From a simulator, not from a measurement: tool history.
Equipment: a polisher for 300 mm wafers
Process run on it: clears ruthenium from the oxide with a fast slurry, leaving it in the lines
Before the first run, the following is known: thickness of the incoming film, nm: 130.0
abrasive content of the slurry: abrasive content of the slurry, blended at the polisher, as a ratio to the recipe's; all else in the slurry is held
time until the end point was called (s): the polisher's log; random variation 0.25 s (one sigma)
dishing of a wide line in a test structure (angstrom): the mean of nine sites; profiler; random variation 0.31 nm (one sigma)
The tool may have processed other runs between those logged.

run,hour,flow of slurry (ml/min),pressure of the wafer on the pad (psi),speed of the pad under the wafer (m/s),abrasive content of the slurry,overpolish time after the end point (s),time until the end point was called (s),dishing of a wide line in a test structure (angstrom)
1,0.0,195,2.8,1.18,1.00,9,24.287,344.71
2,8.0,200,2.8,1.18,1.00,7,24.163,287.52
3,14.3,200,2.8,1.18,1.10,7,23.125,290.36
4,16.6,200,2.8,1.42,1.10,7,19.607,336.66
5,25.2,205,2.6,1.42,1.15,6,20.256,284.00
6,28.6,205,2.6,1.42,1.25,6,19.551,287.99

Forecast run 7:
7,37.3,205,2.4,1.42,1.25,6,?,?

time until the end point was called (s): 20.831
dishing of a wide line in a test structure (angstrom): 282.40

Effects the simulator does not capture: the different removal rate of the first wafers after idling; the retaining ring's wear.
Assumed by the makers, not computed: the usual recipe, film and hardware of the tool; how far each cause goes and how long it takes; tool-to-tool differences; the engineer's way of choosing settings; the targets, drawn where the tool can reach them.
